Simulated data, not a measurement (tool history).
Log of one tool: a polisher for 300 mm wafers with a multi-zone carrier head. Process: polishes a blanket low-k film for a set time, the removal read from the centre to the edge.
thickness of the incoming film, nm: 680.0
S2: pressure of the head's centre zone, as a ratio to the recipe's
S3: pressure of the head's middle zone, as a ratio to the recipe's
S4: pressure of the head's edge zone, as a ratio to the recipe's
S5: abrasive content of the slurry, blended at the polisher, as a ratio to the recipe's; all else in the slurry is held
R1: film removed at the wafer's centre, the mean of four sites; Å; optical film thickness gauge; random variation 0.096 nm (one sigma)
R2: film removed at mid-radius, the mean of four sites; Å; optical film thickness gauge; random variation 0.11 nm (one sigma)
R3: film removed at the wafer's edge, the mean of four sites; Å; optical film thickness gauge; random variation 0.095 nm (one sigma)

run 1 day=0 | flow_of_slurry_(ml/min)=280 S2=1 S3=1 S4=1 S5=1 polishing_time_(s)=30 | R1=85.643 R2=89.175 R3=87.782
run 2 day=0.125 | flow_of_slurry_(ml/min)=280 S2=1.01 S3=0.98 S4=0.98 S5=0.95 polishing_time_(s)=30 | R1=84.558 R2=83.912 R3=86.024
run 3 day=0.321 | flow_of_slurry_(ml/min)=280 S2=1.02 S3=0.99 S4=0.96 S5=0.95 polishing_time_(s)=30 | R1=86.394 R2=85.329 R3=82.829
run 4 day=0.675 | flow_of_slurry_(ml/min)=280 S2=1.02 S3=0.99 S4=0.88 S5=0.95 polishing_time_(s)=30 | R1=84.61 R2=85.462 R3=81.604
run 5 day=0.788 | flow_of_slurry_(ml/min)=275 S2=1.02 S3=0.98 S4=0.88 S5=0.95 polishing_time_(s)=30 | R1=85.863 R2=83.638 R3=81.335
run 6 day=1.067 | flow_of_slurry_(ml/min)=275 S2=1.02 S3=1.05 S4=0.88 S5=0.95 polishing_time_(s)=30 | R1=84.97 R2=87.584 R3=83.236

Forecast run 7:
run 7 day=1.362 | flow_of_slurry_(ml/min)=265 S2=1.02 S3=1.03 S4=0.89 S5=0.95 polishing_time_(s)=30 | R1=? R2=? R3=?

R1: 84.496 Å
R2: 87.737 Å
R3: 82.518 Å
